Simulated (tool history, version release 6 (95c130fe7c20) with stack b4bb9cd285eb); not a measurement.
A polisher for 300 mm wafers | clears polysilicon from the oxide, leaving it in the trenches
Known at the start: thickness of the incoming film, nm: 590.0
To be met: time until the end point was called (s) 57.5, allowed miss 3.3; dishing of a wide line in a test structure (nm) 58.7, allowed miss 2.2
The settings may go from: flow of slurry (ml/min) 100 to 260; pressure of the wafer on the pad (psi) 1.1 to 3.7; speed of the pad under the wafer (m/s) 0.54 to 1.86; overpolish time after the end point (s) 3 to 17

run,hour,flow of slurry (ml/min),pressure of the wafer on the pad (psi),speed of the pad under the wafer (m/s),overpolish time after the end point (s),time until the end point was called (s),dishing of a wide line in a test structure (nm)
1,0,165,2.4,1.18,9,34.899,67.059
2,6.6,185,2.4,1.18,9,34.496,67.03
3,14.8,185,2.9,1.18,9,28.003,70.007
4,20.1,185,2.7,1.16,9,30.171,69.253
5,24.2,150,2.7,1.16,9,31.779,67.88
6,30.1,150,2.7,0.86,9,42.782,61.638
7,36.1,150,2.6,0.86,9,45.063,60.626
8,42.8,150,2.5,0.86,9,45.762,59.381
9,50.5,150,2.4,0.86,9,47.034,58.171
10,57.2,150,2.3,0.86,9,50.586,57.02

Which of these 5 next moves meets every target?
A,63.9,175,2.5,0.92,8,?,?
B,63.9,135,2.2,0.94,8,?,?
C,63.9,145,2,0.76,10,?,?
D,63.9,150,2.1,0.7,13,?,?
E,63.9,100,2,0.96,11,?,?

move,time until the end point was called (s),dishing of a wide line in a test structure (nm)
A,41.829,58.054
B,48.708,53.916
C,64.5,52.307
D,66.103,58.789
E,56.603,58.476
A: further off than the last run
B: further off than the last run
C: takes the result that was furthest off past its target
D: takes the result that was furthest off past its target
E: meets every target
Answer: E
